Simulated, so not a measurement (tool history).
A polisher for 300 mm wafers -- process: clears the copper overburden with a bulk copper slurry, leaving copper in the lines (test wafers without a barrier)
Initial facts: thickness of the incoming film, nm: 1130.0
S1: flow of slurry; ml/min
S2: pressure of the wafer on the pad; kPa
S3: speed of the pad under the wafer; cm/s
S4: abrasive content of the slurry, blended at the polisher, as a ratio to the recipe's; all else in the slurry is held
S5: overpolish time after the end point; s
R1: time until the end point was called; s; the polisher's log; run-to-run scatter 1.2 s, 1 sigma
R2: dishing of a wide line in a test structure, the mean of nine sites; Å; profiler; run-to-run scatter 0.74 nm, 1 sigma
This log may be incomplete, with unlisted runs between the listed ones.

run 1 hour=0 | S1=225 S2=17.9 S3=124 S4=1 S5=12 | R1=88.118 R2=866.35
run 2 hour=1 | S1=260 S2=17.9 S3=124 S4=1 S5=12 | R1=86.359 R2=879.74
run 3 hour=3.3 | S1=260 S2=22.1 S3=124 S4=1 S5=12 | R1=72.11 R2=1046.9
run 4 hour=9.7 | S1=260 S2=22.1 S3=124 S4=1 S5=8 | R1=70.881 R2=793.32
run 5 hour=16.6 | S1=260 S2=22.1 S3=124 S4=1 S5=6 | R1=70.609 R2=644.6
run 6 hour=19.4 | S1=285 S2=22.1 S3=124 S4=1 S5=6 | R1=70.041 R2=653.64
run 7 hour=20.9 | S1=285 S2=20 S3=124 S4=1 S5=6 | R1=75.735 R2=601.1
run 8 hour=26.3 | S1=280 S2=18.6 S3=124 S4=1 S5=6 | R1=82.464 R2=548.16
run 9 hour=30.1 | S1=275 S2=17.2 S3=124 S4=1 S5=6 | R1=89.481 R2=519.38
run 10 hour=38.6 | S1=275 S2=17.2 S3=124 S4=1 S5=6 | R1=89.656 R2=505.99
run 11 hour=39.9 | S1=270 S2=16.5 S3=124 S4=1 S5=6 | R1=92.068 R2=486.82
run 12 hour=48.5 | S1=265 S2=15.9 S3=124 S4=1 S5=6 | R1=97.343 R2=478.13
run 13 hour=49.8 | S1=255 S2=15.2 S3=124 S4=1 S5=6 | R1=101.04 R2=449.93
run 14 hour=54.8 | S1=250 S2=14.5 S3=124 S4=1 S5=6 | R1=107.37 R2=434.85
run 15 hour=55.4 | S1=240 S2=14.5 S3=124 S4=1 S5=6 | R1=109.51 R2=431.32

Run 16, settings as shown, results not yet in. Your forecast:
run 16 hour=63.2 | S1=230 S2=14.5 S3=124 S4=1 S5=6 | R1=? R2=?

Run 16 measured R1 106.14 s, R2 428.67 Å.
